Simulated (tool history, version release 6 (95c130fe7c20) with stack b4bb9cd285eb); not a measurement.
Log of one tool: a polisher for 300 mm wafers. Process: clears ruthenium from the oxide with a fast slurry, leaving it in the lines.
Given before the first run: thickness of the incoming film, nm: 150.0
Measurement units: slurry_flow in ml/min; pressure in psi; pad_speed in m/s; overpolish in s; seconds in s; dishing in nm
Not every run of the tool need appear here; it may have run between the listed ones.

run	hour	slurry_flow	pressure	pad_speed	slurry_solids	overpolish	seconds	dishing
1	0	190	3.1	0.94	1	18	43.821	46.732
2	3.1	190	2.7	0.92	1	17	50.279	37.842
3	5.6	190	2.7	0.92	1	13	50.111	31.406
4	8.6	190	2.4	0.92	1	13	57.648	26.523
5	10.8	190	2.4	0.92	1	20	57.864	41.012
6	16.1	190	2.2	0.92	1	18	63.519	32.676
7	23.7	190	2.1	0.92	1	17	64.353	30.143
8	31.6	190	2	0.92	1	16	68.024	28.568

Run 9, settings as shown, results not yet in. Your forecast:
9	38.9	190	1.9	0.92	1	15	?	?

{"run 9": {"seconds": 70.16, "dishing": 25.193}}
